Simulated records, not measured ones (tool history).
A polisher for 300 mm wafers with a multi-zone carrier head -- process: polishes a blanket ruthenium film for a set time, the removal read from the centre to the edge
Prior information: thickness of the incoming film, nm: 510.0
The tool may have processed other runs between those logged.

run	hour	flow of slurry (ml/min)	pressure of the head's centre zone	pressure of the head's middle zone	pressure of the head's edge zone	polishing time (s)	film removed at the wafer's centre (angstrom)	film removed at mid-radius (angstrom)	film removed at the wafer's edge (angstrom)
1	0.0	175	1.00	1.00	1.00	54	429.87	437.54	443.92
2	4.4	175	1.00	1.05	1.00	54	431.66	460.87	435.29
3	6.6	175	0.94	1.05	1.00	54	411.96	462.17	437.18
4	8.5	180	0.95	1.05	1.01	56	432.84	470.83	460.99
5	14.2	180	0.95	1.02	1.01	56	435.93	469.24	465.07
6	18.4	185	0.96	1.03	1.02	57	440.21	478.96	474.53
7	22.7	190	0.98	1.03	1.03	58	460.68	482.36	482.38
8	31.2	190	0.98	1.03	1.03	59	473.00	498.89	497.54
9	33.5	195	0.99	1.04	1.04	60	481.57	505.38	504.70
10	37.0	195	1.00	1.04	1.04	61	494.98	528.03	514.99
11	38.1	200	1.01	1.04	1.05	62	522.79	534.58	522.55
12	46.1	200	1.01	1.04	1.05	62	521.38	535.08	524.29

Run 13 has not been measured yet. What should we expect?
13	48.9	200	1.01	1.04	1.06	63	?	?	?

film removed at the wafer's centre (angstrom): 533.78
film removed at mid-radius (angstrom): 536.41
film removed at the wafer's edge (angstrom): 548.84

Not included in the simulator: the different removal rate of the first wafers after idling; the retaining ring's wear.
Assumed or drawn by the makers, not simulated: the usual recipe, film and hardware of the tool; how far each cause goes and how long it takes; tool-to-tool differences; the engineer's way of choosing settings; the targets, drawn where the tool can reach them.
